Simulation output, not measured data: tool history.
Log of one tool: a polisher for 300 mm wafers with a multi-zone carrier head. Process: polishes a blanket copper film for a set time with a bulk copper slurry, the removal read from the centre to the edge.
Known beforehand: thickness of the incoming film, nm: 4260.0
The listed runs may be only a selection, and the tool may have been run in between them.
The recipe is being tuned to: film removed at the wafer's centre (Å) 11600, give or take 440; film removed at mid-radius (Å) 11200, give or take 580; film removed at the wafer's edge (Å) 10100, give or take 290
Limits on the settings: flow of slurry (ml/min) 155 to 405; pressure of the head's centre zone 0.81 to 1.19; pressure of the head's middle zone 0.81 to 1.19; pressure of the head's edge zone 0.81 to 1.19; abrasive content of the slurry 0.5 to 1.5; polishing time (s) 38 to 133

run	hour	flow of slurry (ml/min)	pressure of the head's centre zone	pressure of the head's middle zone	pressure of the head's edge zone	abrasive content of the slurry	polishing time (s)	film removed at the wafer's centre (Å)	film removed at mid-radius (Å)	film removed at the wafer's edge (Å)
1	0	260	1	1	1	1	85	12948	13639	13069
2	3.1	205	1	1	1	1	85	12522	12663	12715
3	9.9	205	1.02	1.01	0.96	0.85	84	11904	12428	11857
4	18.8	205	1.02	1.01	0.96	0.85	65	9446.2	9461.1	9143.5
5	24.9	205	1.02	1.01	0.96	0.85	79	11393	11361	11105
6	25.4	205	1.02	1.01	0.92	0.85	79	11653	11695	10957
7	28.3	205	1.02	1.01	0.92	0.85	79	11461	11647	11104
8	36.8	200	1.05	1.02	0.91	0.8	79	11496	11576	10681

5 next moves are on the table. One of them brings every result within its allowed miss. Which?
A	45.3	170	1.05	1.02	0.95	0.9	80	?	?	?
B	45.3	180	1.07	1.16	0.83	0.85	77	?	?	?
C	45.3	175	1.13	1.03	0.88	0.85	76	?	?	?
D	45.3	240	1.05	1.18	0.86	0.65	77	?	?	?
E	45.3	215	1.07	1.05	0.84	0.8	81	?	?	?

move	film removed at the wafer's centre (Å)	film removed at mid-radius (Å)	film removed at the wafer's edge (Å)
A	11409	11440	11136
B	11200	12270	10011
C	11596	10876	10120
D	10892	12273	9900.2
E	12016	12051	10695
A: lands further from the targets than the last run did
B: brings the result that was furthest off to its target, and leaves another outside
C: in spec on every target
D: brings the result that was furthest off to its target, and leaves another outside
E: about as far from the targets as the last run
Answer: C
